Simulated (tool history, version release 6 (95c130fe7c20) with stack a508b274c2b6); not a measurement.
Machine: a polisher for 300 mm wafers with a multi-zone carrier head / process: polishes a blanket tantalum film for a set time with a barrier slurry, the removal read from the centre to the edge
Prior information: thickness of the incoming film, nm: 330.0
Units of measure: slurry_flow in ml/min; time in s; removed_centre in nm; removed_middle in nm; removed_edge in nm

run,hour,slurry_flow,centre_zone,middle_zone,edge_zone,slurry_solids,time,removed_centre,removed_middle,removed_edge
1,0.0,275,1.00,1.00,1.00,1.00,64,121.79,121.20,123.70
2,4.6,280,1.00,1.02,1.00,1.05,64,126.55,127.34,122.66
3,6.3,280,0.99,1.03,1.01,1.10,65,126.32,133.10,126.76
4,11.4,280,0.99,1.03,1.09,1.10,65,127.17,134.68,132.28
5,15.1,285,0.99,1.05,1.10,1.10,65,125.72,132.47,131.10
6,16.8,285,0.99,1.06,1.10,1.15,65,129.24,137.81,130.22
7,20.2,285,0.98,1.07,1.10,1.20,65,126.81,136.06,136.17
8,21.6,290,0.98,1.09,1.09,1.15,66,126.80,143.05,137.02

For run 9, what comes out?
9,23.3,295,0.99,1.10,1.08,1.15,66,?,?,?

Run 9 came out at removed_centre 130.85 nm, removed_middle 142.51 nm, removed_edge 134.87 nm.

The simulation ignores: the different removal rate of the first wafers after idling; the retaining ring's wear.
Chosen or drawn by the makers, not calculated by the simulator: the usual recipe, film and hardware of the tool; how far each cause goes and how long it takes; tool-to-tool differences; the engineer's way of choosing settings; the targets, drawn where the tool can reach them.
